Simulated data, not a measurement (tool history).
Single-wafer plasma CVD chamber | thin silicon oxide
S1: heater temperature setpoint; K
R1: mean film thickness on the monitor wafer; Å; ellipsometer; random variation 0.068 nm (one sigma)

Run 1, hour 0: S1 653.15 K, chamber pressure (Torr) 0.613, RF power (kW) 0.295, deposition time (s) 9. Result: R1 119.83 Å.
Run 2, hour 6.1: S1 653.15 K, chamber pressure (Torr) 0.62, RF power (kW) 0.295, deposition time (s) 9. Result: R1 121.69 Å.
Run 3, hour 10.1: S1 653.15 K, chamber pressure (Torr) 0.62, RF power (kW) 0.295, deposition time (s) 8.6. Result: R1 115.73 Å.
Run 4, hour 16.4: S1 653.15 K, chamber pressure (Torr) 0.62, RF power (kW) 0.295, deposition time (s) 9. Result: R1 121.14 Å.
Run 5, hour 25: S1 653.15 K, chamber pressure (Torr) 0.62, RF power (kW) 0.295, deposition time (s) 9. Result: R1 120.47 Å.
At hour 28.7: capacitance manometer re-zeroed and calibrated.
Run 6, hour 28.7: S1 653.15 K, chamber pressure (Torr) 0.62, RF power (kW) 0.315, deposition time (s) 9. Result: R1 115.9 Å.
Run 7, hour 33.9: S1 653.15 K, chamber pressure (Torr) 0.629, RF power (kW) 0.315, deposition time (s) 9. Result: R1 117.11 Å.
Run 8, hour 38.2: S1 653.15 K, chamber pressure (Torr) 0.639, RF power (kW) 0.315, deposition time (s) 9. Result: R1 119.24 Å.
Run 9, hour 42.6: S1 653.15 K, chamber pressure (Torr) 0.648, RF power (kW) 0.315, deposition time (s) 9. Result: R1 120.59 Å.
Run 10, hour 47.8: S1 653.15 K, chamber pressure (Torr) 0.657, RF power (kW) 0.315, deposition time (s) 9. Result: R1 122.4 Å.
Run 11, hour 56.4: S1 653.15 K, chamber pressure (Torr) 0.664, RF power (kW) 0.315, deposition time (s) 9. Result: R1 123.96 Å.

The next listed run, before its measurement:
Run 12, hour 62.7: S1 653.15 K, chamber pressure (Torr) 0.67, RF power (kW) 0.315, deposition time (s) 9. Result: R1 ?.

R1: 125.07 Å
